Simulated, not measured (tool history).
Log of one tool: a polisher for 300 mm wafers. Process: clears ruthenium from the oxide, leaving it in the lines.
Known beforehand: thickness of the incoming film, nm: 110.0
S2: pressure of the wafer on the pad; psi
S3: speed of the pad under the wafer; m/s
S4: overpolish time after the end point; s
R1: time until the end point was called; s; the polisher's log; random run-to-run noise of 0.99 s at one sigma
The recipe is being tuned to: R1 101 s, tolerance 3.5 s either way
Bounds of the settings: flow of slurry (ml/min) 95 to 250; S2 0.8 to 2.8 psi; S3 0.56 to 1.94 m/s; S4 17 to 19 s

run 1 hour=0 | flow_of_slurry_(ml/min)=160 S2=1.8 S3=1.24 S4=17 | R1=81.149
run 2 hour=6 | flow_of_slurry_(ml/min)=180 S2=1.8 S3=1.24 S4=17 | R1=79.331
run 3 hour=13.3 | flow_of_slurry_(ml/min)=175 S2=1.7 S3=1.24 S4=17 | R1=83.238
run 4 hour=16.7 | flow_of_slurry_(ml/min)=175 S2=1.7 S3=1.4 S4=17 | R1=77.007
run 5 hour=20.6 | flow_of_slurry_(ml/min)=170 S2=1.6 S3=1.4 S4=17 | R1=83.035
run 6 hour=21.9 | flow_of_slurry_(ml/min)=170 S2=1.4 S3=1.4 S4=17 | R1=94.094
run 7 hour=27.8 | flow_of_slurry_(ml/min)=165 S2=1.4 S3=1.4 S4=17 | R1=95.278
run 8 hour=30.4 | flow_of_slurry_(ml/min)=160 S2=1.4 S3=1.4 S4=17 | R1=96.77
run 9 hour=31.9 | flow_of_slurry_(ml/min)=150 S2=1.4 S3=1.4 S4=17 | R1=96.508
-- hour=32.7 slurry nozzle cleaned
run 10 hour=32.7 | flow_of_slurry_(ml/min)=145 S2=1.4 S3=1.4 S4=17 | R1=91.264
run 11 hour=39.3 | flow_of_slurry_(ml/min)=145 S2=1.4 S3=1.4 S4=17 | R1=90.057
run 12 hour=41.7 | flow_of_slurry_(ml/min)=150 S2=1.4 S3=1.4 S4=17 | R1=92.007
run 13 hour=43.9 | flow_of_slurry_(ml/min)=155 S2=1.4 S3=1.4 S4=17 | R1=88.479
run 14 hour=49.9 | flow_of_slurry_(ml/min)=160 S2=1.3 S3=1.4 S4=17 | R1=96.119

Which of these 5 next moves meets every target?
run A hour=55.9 | flow_of_slurry_(ml/min)=165 S2=1.2 S3=1.42 S4=19 | R1=?
run B hour=55.9 | flow_of_slurry_(ml/min)=160 S2=1.3 S3=1.08 S4=17 | R1=?
run C hour=55.9 | flow_of_slurry_(ml/min)=155 S2=1.1 S3=1.44 S4=19 | R1=?
run D hour=55.9 | flow_of_slurry_(ml/min)=200 S2=1.2 S3=1.24 S4=17 | R1=?
run E hour=55.9 | flow_of_slurry_(ml/min)=165 S2=1.3 S3=1.52 S4=18 | R1=?

move=A R1=101.45
move=B R1=112
move=C R1=110.45
move=D R1=107.36
move=E R1=89.83
A: meets every target
B: moves the result that the last run missed by most past its target, out the other side
C: moves the result that the last run missed by most past its target, out the other side
D: moves the result that the last run missed by most past its target, out the other side
E: the biggest miss grows against the last run
Correct choice: A, which meets every target
